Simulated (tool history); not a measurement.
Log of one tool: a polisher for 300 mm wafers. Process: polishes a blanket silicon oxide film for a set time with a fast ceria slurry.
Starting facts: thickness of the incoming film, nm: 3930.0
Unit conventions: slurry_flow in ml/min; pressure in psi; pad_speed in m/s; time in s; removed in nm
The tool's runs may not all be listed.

Run 1, hour 0: slurry_flow 305 ml/min, pressure 2 psi, pad_speed 0.76 m/s, time 95 s. Result: removed 630.95 nm.
Run 2, hour 8.6: slurry_flow 305 ml/min, pressure 2 psi, pad_speed 0.76 m/s, time 95 s. Result: removed 643.46 nm.
Run 3, hour 15.2: slurry_flow 305 ml/min, pressure 2.2 psi, pad_speed 0.76 m/s, time 95 s. Result: removed 691.49 nm.
Run 4, hour 19.7: slurry_flow 305 ml/min, pressure 2.2 psi, pad_speed 0.66 m/s, time 95 s. Result: removed 599.4 nm.
At hour 23.2: worn pad replaced by a new one.
Run 5, hour 23.2: slurry_flow 305 ml/min, pressure 1.9 psi, pad_speed 0.66 m/s, time 95 s. Result: removed 586.8 nm.
Run 6, hour 29.4: slurry_flow 305 ml/min, pressure 2.1 psi, pad_speed 0.66 m/s, time 95 s. Result: removed 639.86 nm.

Forecast run 7:
Run 7, hour 37: slurry_flow 305 ml/min, pressure 2.7 psi, pad_speed 0.7 m/s, time 95 s. Result: removed ?.

{"run 7": {"removed": 840.09}}
